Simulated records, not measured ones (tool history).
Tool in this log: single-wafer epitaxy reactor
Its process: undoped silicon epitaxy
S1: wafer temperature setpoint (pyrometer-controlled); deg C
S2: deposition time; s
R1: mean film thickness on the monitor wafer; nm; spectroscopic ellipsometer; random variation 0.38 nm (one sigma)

run 1 day=0 | S1=660 S2=325 | R1=67.345
run 2 day=0.083 | S1=664 S2=325 | R1=73.077
run 3 day=0.217 | S1=668 S2=325 | R1=78.917
run 4 day=0.338 | S1=668 S2=345 | R1=83.72
run 5 day=0.412 | S1=668 S2=319 | R1=77.897
run 6 day=0.438 | S1=668 S2=351 | R1=85.474

For run 7, what comes out?
run 7 day=0.575 | S1=669 S2=351 | R1=?

{"run 7": {"R1": 87}}

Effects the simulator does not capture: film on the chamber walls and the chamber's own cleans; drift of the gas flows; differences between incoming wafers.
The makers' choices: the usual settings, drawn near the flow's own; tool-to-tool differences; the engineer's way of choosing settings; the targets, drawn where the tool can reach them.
